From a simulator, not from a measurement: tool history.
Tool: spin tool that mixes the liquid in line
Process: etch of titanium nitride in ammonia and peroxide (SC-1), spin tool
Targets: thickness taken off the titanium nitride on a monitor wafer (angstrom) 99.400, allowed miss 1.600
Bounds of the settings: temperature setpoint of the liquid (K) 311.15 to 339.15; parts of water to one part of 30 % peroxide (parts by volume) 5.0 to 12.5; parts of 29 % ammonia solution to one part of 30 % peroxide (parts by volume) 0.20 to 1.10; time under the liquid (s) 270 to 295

run,hour,temperature setpoint of the liquid (K),parts of water to one part of 30 % peroxide (parts by volume),parts of 29 % ammonia solution to one part of 30 % peroxide (parts by volume),time under the liquid (s),thickness taken off the titanium nitride on a monitor wafer (angstrom)
1,0.0,323.15,7.0,0.60,270,127.500
2,1.9,322.65,7.0,0.60,270,122.510
3,4.0,322.65,8.5,0.60,270,110.790
4,11.1,322.15,8.5,0.60,270,107.520
5,14.3,322.15,8.5,0.80,270,113.400
6,20.7,317.15,8.5,0.80,270,78.723
7,22.8,317.65,8.5,0.80,270,81.147
8,27.4,317.65,8.5,0.80,270,81.213
9,29.7,318.15,8.5,0.80,270,84.575
10,34.5,318.65,8.5,0.80,270,87.691
11,42.4,320.65,8.5,0.80,270,101.150

Which of these 5 next moves meets every target?
A,50.3,320.15,8.5,0.90,270,?
B,50.3,317.65,6.0,0.85,285,?
C,50.3,318.65,6.5,0.95,275,?
D,50.3,320.15,8.0,0.65,285,?
E,50.3,320.65,8.0,0.80,270,?

move,thickness taken off the titanium nitride on a monitor wafer (angstrom)
A,100.480
B,103.800
C,105.290
D,103.940
E,105.370
A: meets every target
B: further off than the last run
C: further off than the last run
D: further off than the last run
E: further off than the last run
Answer: A
